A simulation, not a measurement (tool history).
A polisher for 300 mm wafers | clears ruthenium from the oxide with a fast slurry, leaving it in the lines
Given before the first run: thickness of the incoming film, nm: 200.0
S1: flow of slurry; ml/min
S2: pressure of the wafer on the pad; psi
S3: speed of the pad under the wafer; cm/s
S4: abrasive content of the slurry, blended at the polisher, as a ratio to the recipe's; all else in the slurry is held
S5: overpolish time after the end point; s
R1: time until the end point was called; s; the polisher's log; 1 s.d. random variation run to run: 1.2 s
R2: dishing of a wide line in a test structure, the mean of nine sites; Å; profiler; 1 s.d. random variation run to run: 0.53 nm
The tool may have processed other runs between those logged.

run,hour,S1,S2,S3,S4,S5,R1,R2
1,0.0,215,2.7,90,1.0,24,69.199,483.75
2,7.1,235,2.7,90,1.0,24,68.370,489.39
3,10.7,235,2.5,90,1.0,21,74.474,409.89
4,17.7,235,2.4,90,1.0,20,79.696,394.17
5,24.5,235,2.4,90,1.0,18,78.633,368.98
6,25.8,235,3.0,90,1.0,18,63.288,440.22
7,29.0,235,3.0,90,1.0,18,62.666,430.96
8,37.8,235,2.8,90,1.0,17,65.567,390.46

What will run 9 give?
9,41.9,235,2.1,86,1.0,17,?,?

{"run 9": {"R1": 92.552, "R2": 293.96}}
